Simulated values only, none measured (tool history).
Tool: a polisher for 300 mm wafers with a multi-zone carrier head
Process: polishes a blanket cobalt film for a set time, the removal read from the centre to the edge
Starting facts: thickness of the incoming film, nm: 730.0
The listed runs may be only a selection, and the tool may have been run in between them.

| run | day | flow of slurry (ml/min) | pressure of the head's centre zone | pressure of the head's middle zone | pressure of the head's edge zone | polishing time (s) | film removed at the wafer's centre (Å) | film removed at mid-radius (Å) | film removed at the wafer's edge (Å) |
|---|---|---|---|---|---|---|---|---|---|
| 1 | 0.000 | 210 | 1.00 | 1.00 | 1.00 | 52 | 2797.2 | 2540.9 | 2611.6 |
| 2 | 0.346 | 205 | 0.97 | 0.99 | 0.96 | 46 | 2384.7 | 2252.2 | 2234.2 |
| 3 | 0.529 | 255 | 0.97 | 0.99 | 0.96 | 46 | 2440.2 | 2342.1 | 2272.6 |
| 4 | 0.717 | 255 | 0.97 | 1.04 | 0.96 | 46 | 2474.0 | 2495.1 | 2287.5 |
|  | 0.742 | centre zone pressure recalibrated |
| 5 | 0.742 | 255 | 0.97 | 1.04 | 0.96 | 51 | 2490.3 | 2644.1 | 2523.4 |
| 6 | 0.817 | 245 | 0.93 | 0.98 | 0.93 | 46 | 2116.9 | 2298.5 | 2241.9 |
| 7 | 1.021 | 240 | 0.94 | 0.95 | 0.90 | 43 | 2036.9 | 2052.4 | 2068.6 |

What does the tool deliver on the next run?
| 8 | 1.129 | 195 | 0.93 | 0.93 | 0.81 | 37 | ? | ? | ? |

{"run 8": {"film removed at the wafer's centre (Å)": 1690.4, "film removed at mid-radius (Å)": 1723.7, "film removed at the wafer's edge (Å)": 1668.8}}
